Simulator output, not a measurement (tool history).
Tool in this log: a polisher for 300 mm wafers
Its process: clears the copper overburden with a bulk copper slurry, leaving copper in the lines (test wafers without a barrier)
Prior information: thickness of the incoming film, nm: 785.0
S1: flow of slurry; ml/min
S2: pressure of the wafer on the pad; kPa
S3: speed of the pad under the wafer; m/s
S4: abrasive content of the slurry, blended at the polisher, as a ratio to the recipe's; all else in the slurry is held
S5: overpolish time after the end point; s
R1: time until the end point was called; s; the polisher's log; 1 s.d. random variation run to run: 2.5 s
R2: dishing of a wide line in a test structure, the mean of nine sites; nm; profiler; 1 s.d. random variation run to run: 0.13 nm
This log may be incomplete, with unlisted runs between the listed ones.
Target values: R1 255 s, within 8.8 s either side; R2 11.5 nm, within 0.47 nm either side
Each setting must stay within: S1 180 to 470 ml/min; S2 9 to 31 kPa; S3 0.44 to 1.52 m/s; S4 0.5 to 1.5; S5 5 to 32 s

{"run": 1, "day": 0.0, "S1": 300, "S2": 20, "S3": 0.98, "S4": 1, "S5": 16, "R1": 85.322, "R2": 77.984}
{"run": 2, "day": 0.208, "S1": 300, "S2": 20, "S3": 0.98, "S4": 1, "S5": 20, "R1": 85.238, "R2": 87.221}
{"run": 3, "day": 0.246, "S1": 275, "S2": 17.9, "S3": 0.86, "S4": 0.9, "S5": 17, "R1": 107.83, "R2": 66.351}
{"run": 4, "day": 0.333, "S1": 255, "S2": 15.9, "S3": 0.76, "S4": 0.8, "S5": 14, "R1": 139.28, "R2": 49.178}
{"run": 5, "day": 0.658, "S1": 240, "S2": 14.5, "S3": 0.7, "S4": 0.75, "S5": 12, "R1": 169.77, "R2": 37.448}
{"run": 6, "day": 0.85, "S1": 240, "S2": 12.4, "S3": 0.7, "S4": 0.75, "S5": 12, "R1": 194.75, "R2": 32.157}
{"run": 7, "day": 0.958, "S1": 225, "S2": 11.7, "S3": 0.64, "S4": 0.9, "S5": 10, "R1": 216.78, "R2": 26.131}
{"run": 8, "day": 1.129, "S1": 215, "S2": 11, "S3": 0.62, "S4": 1.05, "S5": 9, "R1": 226.24, "R2": 22.398}
{"run": 9, "day": 1.421, "S1": 205, "S2": 10.3, "S3": 0.6, "S4": 1.15, "S5": 8, "R1": 241.32, "R2": 18.6}
{"run": 10, "day": 1.583, "S1": 200, "S2": 10.3, "S3": 0.6, "S4": 1.25, "S5": 7, "R1": 234.02, "R2": 17.131}
{"run": 11, "day": 1.717, "S1": 195, "S2": 10.3, "S3": 0.58, "S4": 1.3, "S5": 7, "R1": 240.98, "R2": 17.004}
{"run": 12, "day": 2.042, "S1": 190, "S2": 10.3, "S3": 0.58, "S4": 1.35, "S5": 7, "R1": 240.21, "R2": 16.616}
{"run": 13, "day": 2.117, "S1": 190, "S2": 10.3, "S3": 0.58, "S4": 1.4, "S5": 7, "R1": 238.07, "R2": 16.76}
{"run": 14, "day": 2.383, "S1": 190, "S2": 10.3, "S3": 0.56, "S4": 1.4, "S5": 7, "R1": 238.02, "R2": 16.21}
{"run": 15, "day": 2.729, "S1": 190, "S2": 10.3, "S3": 0.54, "S4": 1.4, "S5": 7, "R1": 252.58, "R2": 16.009}
{"run": 16, "day": 2.929, "S1": 185, "S2": 9.7, "S3": 0.54, "S4": 1.45, "S5": 6, "R1": 263.49, "R2": 13.1}
{"run": 17, "day": 3.104, "S1": 180, "S2": 9, "S3": 0.56, "S4": 1.5, "S5": 5, "R1": 271.71, "R2": 10.608}

Which one of the following 4 next-run settings gets every result inside its allowed miss? There is exactly one.
{"run": "A", "day": 3.279, "S1": 180, "S2": 9, "S3": 0.5, "S4": 1.35, "S5": 5, "R1": "?", "R2": "?"}
{"run": "B", "day": 3.279, "S1": 180, "S2": 9, "S3": 0.58, "S4": 1.4, "S5": 6, "R1": "?", "R2": "?"}
{"run": "C", "day": 3.279, "S1": 185, "S2": 9.7, "S3": 0.56, "S4": 1.45, "S5": 5, "R1": "?", "R2": "?"}
{"run": "D", "day": 3.279, "S1": 180, "S2": 10.3, "S3": 0.44, "S4": 1.5, "S5": 5, "R1": "?", "R2": "?"}

move=A R1=299.09 R2=9.5486
move=B R1=265.53 R2=12.677
move=C R1=250.8 R2=11.295
move=D R1=278.77 R2=10.238
A: further off than the last run
B: further off than the last run
C: hits every target within its allowed miss
D: further off than the last run
So the answer is move C, the one that meets all the targets.
